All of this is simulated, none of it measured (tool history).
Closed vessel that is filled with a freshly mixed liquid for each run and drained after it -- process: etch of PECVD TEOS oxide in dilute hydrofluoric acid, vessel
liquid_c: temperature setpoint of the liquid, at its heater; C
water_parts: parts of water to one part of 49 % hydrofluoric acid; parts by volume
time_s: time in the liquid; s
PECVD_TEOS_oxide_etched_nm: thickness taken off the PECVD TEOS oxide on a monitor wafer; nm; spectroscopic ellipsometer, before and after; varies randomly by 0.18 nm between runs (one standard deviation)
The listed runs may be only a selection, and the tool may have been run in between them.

run 1 hour=0.0 | liquid_c=23.0 water_parts=270 time_s=380 | PECVD_TEOS_oxide_etched_nm=27.757
run 2 hour=3.6 | liquid_c=23.0 water_parts=355 time_s=380 | PECVD_TEOS_oxide_etched_nm=19.523
run 3 hour=6.9 | liquid_c=24.5 water_parts=355 time_s=380 | PECVD_TEOS_oxide_etched_nm=20.500
run 4 hour=12.5 | liquid_c=26.5 water_parts=320 time_s=380 | PECVD_TEOS_oxide_etched_nm=25.313
run 5 hour=18.3 | liquid_c=24.5 water_parts=320 time_s=380 | PECVD_TEOS_oxide_etched_nm=23.512
run 6 hour=26.5 | liquid_c=24.5 water_parts=380 time_s=380 | PECVD_TEOS_oxide_etched_nm=18.666
run 7 hour=34.7 | liquid_c=26.5 water_parts=330 time_s=380 | PECVD_TEOS_oxide_etched_nm=24.023
run 8 hour=38.2 | liquid_c=26.5 water_parts=330 time_s=380 | PECVD_TEOS_oxide_etched_nm=24.191

Run 9, settings as shown, results not yet in. Your forecast:
run 9 hour=45.8 | liquid_c=28.0 water_parts=300 time_s=380 | PECVD_TEOS_oxide_etched_nm=?

PECVD_TEOS_oxide_etched_nm: 28.858 nm

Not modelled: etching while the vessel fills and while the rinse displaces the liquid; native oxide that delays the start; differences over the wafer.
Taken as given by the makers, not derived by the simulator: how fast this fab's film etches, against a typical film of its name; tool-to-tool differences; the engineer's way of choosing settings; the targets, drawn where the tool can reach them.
